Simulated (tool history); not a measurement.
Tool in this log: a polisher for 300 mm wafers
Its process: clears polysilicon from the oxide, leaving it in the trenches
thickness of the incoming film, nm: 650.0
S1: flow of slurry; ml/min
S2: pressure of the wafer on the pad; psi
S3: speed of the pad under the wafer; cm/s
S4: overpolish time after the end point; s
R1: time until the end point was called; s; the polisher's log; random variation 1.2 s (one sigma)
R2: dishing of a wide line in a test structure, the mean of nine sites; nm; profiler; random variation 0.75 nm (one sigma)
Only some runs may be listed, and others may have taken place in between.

run,hour,S1,S2,S3,S4,R1,R2
1,0.0,150,1.6,78,22,119.000,46.980
2,4.2,160,1.6,78,22,121.100,46.843
3,9.7,160,1.6,78,16,118.240,41.224
4,12.7,160,1.7,78,16,109.660,43.752
5,20.3,160,1.7,68,16,129.470,40.996
6,22.4,160,1.7,68,12,128.570,36.065
7,29.8,160,1.8,68,12,119.410,36.751
8,33.2,160,1.9,68,12,115.130,39.175
9,41.1,160,2.0,68,11,109.280,37.953
10,43.4,160,2.1,68,11,103.260,37.658

Run 11 is up next; what results do you expect?
11,49.9,160,2.2,68,11,?,?

Run 11 produced R1 95.475 s, R2 39.899 nm.
